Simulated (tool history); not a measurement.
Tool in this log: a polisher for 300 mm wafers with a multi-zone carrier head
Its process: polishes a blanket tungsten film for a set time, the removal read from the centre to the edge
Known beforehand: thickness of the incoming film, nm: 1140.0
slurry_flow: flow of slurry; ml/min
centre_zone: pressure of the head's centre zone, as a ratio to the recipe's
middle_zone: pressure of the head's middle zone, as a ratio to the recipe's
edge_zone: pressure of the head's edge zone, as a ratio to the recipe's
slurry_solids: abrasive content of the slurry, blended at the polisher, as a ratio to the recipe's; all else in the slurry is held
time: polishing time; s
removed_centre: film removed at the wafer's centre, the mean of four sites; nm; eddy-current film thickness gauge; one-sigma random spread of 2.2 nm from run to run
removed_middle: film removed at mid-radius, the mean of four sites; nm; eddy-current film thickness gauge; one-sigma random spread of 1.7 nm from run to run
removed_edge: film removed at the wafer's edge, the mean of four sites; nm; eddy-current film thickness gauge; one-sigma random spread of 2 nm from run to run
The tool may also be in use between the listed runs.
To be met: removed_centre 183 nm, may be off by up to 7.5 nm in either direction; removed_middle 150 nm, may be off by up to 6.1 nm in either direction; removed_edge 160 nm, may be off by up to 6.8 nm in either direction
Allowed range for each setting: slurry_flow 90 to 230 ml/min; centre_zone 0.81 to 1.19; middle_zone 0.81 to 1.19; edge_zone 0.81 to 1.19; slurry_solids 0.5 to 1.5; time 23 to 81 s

run,hour,slurry_flow,centre_zone,middle_zone,edge_zone,slurry_solids,time,removed_centre,removed_middle,removed_edge
1,0,150,1,1,1,1,52,125.77,121.43,122.87
2,3,150,1,1,1.08,1,52,126.95,121.35,123.68
3,7.9,150,1,1,1.08,0.9,52,120.64,118.65,125.32
4,13.9,150,1,1,1.08,0.7,52,114.41,109.08,113.28
5,18,155,1.03,1,1.09,0.8,52,123.56,114.24,122.46
6,26.5,155,1.1,1,1.09,0.8,52,132.69,115.84,119.98
7,28.6,165,1.11,1,1.11,0.9,52,134.68,120.73,125.45
# hour 32.8: worn pad replaced by a new one
8,32.8,165,1.12,0.99,1.11,1,53,166.43,141.24,148.98
9,40.8,170,1.13,0.99,1.11,1,53,164.7,139.81,150.23
10,44.4,175,1.14,0.99,1.11,1,53,173.15,140.78,150.12
11,52.9,180,1.14,0.99,1.12,1,53,170.33,139.65,150.51
12,55.8,190,1.18,1.03,1.16,1.15,54,193.54,153.72,166.82

4 candidate next runs follow, results not yet known. Just one meets every target within its allowed miss. Identify it.
A,58.7,230,1.19,0.88,1.19,1.15,54,?,?,?
B,58.7,165,1.19,1.01,1.17,1.1,55,?,?,?
C,58.7,220,1.12,0.93,1.19,1.1,56,?,?,?
D,58.7,225,1.12,0.92,1.19,1.1,58,?,?,?

move,removed_centre,removed_middle,removed_edge
A,194.67,145,171.09
B,185.42,155.74,164.19
C,186.62,154.79,174.53
D,193.91,159.36,181.19
A: moves away from the targets compared with the last run
B: all results in spec
C: gets the furthest-off result to its target, but another result is out of tolerance
D: moves away from the targets compared with the last run
So the answer is move B, the one that meets all the targets.
